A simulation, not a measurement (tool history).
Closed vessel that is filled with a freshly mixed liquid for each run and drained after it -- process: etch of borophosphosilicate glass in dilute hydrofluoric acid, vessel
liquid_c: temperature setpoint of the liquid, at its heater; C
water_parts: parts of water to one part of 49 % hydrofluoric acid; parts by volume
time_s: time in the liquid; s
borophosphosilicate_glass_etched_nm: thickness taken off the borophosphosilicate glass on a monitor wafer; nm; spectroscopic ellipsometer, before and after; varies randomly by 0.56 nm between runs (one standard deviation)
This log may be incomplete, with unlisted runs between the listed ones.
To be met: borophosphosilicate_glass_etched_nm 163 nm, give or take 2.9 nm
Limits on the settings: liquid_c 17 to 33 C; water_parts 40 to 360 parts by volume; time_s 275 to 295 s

run  hour  liquid_c  water_parts  time_s  borophosphosilicate_glass_etched_nm
  1     0        25          200     275                               66.177
  2   4.9        25          140     275                               101.77
  3  10.5      26.5          135     275                               111.54
  4  15.6        24          135     275                               101.66
  5    19        24          135     275                               101.84
  6  27.4        26          130     275                               114.34
  7  30.9        30          115     275                               154.53
  8  39.4      30.5          115     275                               156.49
  9  46.4      30.5          115     275                               156.27

Next run, 4 choices. One meets every target within its allowed miss, the rest don't. Which?
  A  53.4        30          115     275                                    ?
  B  53.4        32          125     290                                    ?
  C  53.4        31          120     295                                    ?
  D  53.4      28.5          115     295                                    ?

move  borophosphosilicate_glass_etched_nm
   A                               153.43
   B                                157.9
   C                                162.5
   D                               155.64
A: further off than the last run
B: closes in on the targets versus the last run, not all within tolerance yet
C: meets every target
D: further off than the last run
Move C is the one to make.
